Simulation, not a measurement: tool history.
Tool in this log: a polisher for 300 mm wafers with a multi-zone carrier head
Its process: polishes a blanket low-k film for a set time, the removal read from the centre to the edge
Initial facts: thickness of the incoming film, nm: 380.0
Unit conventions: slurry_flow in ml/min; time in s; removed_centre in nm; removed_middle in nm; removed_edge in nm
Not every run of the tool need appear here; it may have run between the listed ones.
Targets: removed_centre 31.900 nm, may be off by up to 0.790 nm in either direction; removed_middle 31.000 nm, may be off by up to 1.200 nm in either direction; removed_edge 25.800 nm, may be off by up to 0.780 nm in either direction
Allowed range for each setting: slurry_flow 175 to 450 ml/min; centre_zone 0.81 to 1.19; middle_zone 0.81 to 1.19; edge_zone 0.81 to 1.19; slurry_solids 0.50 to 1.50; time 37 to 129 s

run  hour  slurry_flow  centre_zone  middle_zone  edge_zone  slurry_solids  time  removed_centre  removed_middle  removed_edge
  1   0.0          290         1.00         1.00       1.00           1.00    83          26.540          26.688        26.660
  2   7.6          290         1.00         1.07       1.00           1.00    83          26.302          28.734        26.571
  3  11.6          305         1.04         1.08       0.98           1.00    83          27.726          28.739        26.042
  4  16.4          315         1.06         1.10       0.98           1.00    83          28.429          29.596        26.396
  5  18.4          330         1.08         1.11       0.96           1.00    83          28.602          29.496        26.259
  6  25.2          325         1.11         1.13       0.95           1.00    83          30.093          29.426        26.165
  7  29.2          330         1.12         1.14       0.93           1.00    83          30.001          30.752        25.891
  8  37.5          330         1.13         1.14       0.93           1.00    83          30.331          30.666        25.547
  9  39.9          335         1.14         1.14       0.93           1.00    83          30.776          30.492        25.824
 10  48.8          335         1.15         1.14       0.93           1.00    83          30.607          30.144        25.786

4 candidate next runs follow, results not yet known. Just one meets every target within its allowed miss. Identify it.
  A  57.7          400         1.07         1.13       0.88           0.80    91               ?               ?             ?
  B  57.7          335         1.14         1.11       0.97           1.10    79               ?               ?             ?
  C  57.7          380         1.13         1.19       0.94           0.95    84               ?               ?             ?
  D  57.7          260         1.18         1.18       0.90           1.35    77               ?               ?             ?

move  removed_centre  removed_middle  removed_edge
   A          29.498          30.944        25.785
   B          30.287          29.382        26.112
   C          30.595          31.751        26.095
   D          32.016          31.676        25.905
A: its largest miss is bigger than the last run's
B: its largest miss is bigger than the last run's
C: just as far off the targets as the last run
D: all results in spec
D is the move that brings every result within its allowed miss.

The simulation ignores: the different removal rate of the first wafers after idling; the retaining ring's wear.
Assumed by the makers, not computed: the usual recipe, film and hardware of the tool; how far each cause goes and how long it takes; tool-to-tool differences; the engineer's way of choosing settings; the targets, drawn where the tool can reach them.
